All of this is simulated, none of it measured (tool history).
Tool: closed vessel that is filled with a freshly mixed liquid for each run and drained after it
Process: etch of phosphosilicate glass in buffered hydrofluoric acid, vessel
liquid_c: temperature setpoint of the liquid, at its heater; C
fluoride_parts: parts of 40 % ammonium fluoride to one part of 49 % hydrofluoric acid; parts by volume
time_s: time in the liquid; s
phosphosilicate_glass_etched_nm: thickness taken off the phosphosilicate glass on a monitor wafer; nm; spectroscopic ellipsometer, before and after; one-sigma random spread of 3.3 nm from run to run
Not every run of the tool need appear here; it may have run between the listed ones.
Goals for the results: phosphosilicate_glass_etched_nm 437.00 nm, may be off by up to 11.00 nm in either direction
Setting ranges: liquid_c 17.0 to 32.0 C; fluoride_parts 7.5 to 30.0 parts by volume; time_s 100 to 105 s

run  hour  liquid_c  fluoride_parts  time_s  phosphosilicate_glass_etched_nm
  1   0.0      25.0            21.0     100                           286.75
  2   9.3      25.0            23.5     100                           266.13
  3  13.4      25.0            20.0     100                           291.91
  4  17.0      25.0            14.5     100                           404.12
  5  23.1      23.0            14.5     100                           362.70
  6  27.1      24.0            14.5     100                           385.68
  7  30.6      24.5            14.5     100                           397.70
  8  34.8      25.0            14.5     100                           399.61
  9  41.4      25.0            14.5     100                           407.40

Which of these 5 next moves meets every target?
  A  48.0      19.0            11.5     100                                ?
  B  48.0      21.5            11.5     105                                ?
  C  48.0      24.5            14.5     105                                ?
  D  48.0      24.5            14.0     100                                ?
  E  48.0      21.0            11.5     100                                ?

move  phosphosilicate_glass_etched_nm
   A                           360.31
   B                           435.82
   C                           410.29
   D                           404.45
   E                           403.57
A: moves away from the targets compared with the last run
B: every result lands within tolerance
C: nearer than the last run, and not there yet
D: moves away from the targets compared with the last run
E: moves away from the targets compared with the last run
The move that meets every target is B.
